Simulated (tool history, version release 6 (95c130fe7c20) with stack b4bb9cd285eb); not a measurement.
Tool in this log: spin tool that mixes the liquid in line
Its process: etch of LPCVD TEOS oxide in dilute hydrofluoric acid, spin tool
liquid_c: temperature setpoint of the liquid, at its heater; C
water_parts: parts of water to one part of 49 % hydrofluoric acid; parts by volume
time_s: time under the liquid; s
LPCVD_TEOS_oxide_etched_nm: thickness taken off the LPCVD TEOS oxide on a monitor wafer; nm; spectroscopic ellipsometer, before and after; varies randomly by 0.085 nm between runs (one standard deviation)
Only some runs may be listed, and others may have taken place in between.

run  hour  liquid_c  water_parts  time_s  LPCVD_TEOS_oxide_etched_nm
  1   0.0      20.0           50      50                      21.699
  2   4.8      20.0           55      50                      19.600
  3   7.8      20.0           55      50                      19.641
  4  13.0      20.0           70      50                      15.181
  5  14.2      19.5           70      50                      14.902
  6  17.5      19.0           70      50                      14.698
  7  19.5      19.0           70      50                      14.693
  8  24.2      18.5           70      50                      14.301
  9  26.1      18.0           70      50                      13.917

Run 10, settings as shown, results not yet in. Your forecast:
 10  32.5      17.5           70      50                           ?

Logged for run 10: LPCVD_TEOS_oxide_etched_nm 13.796 nm.
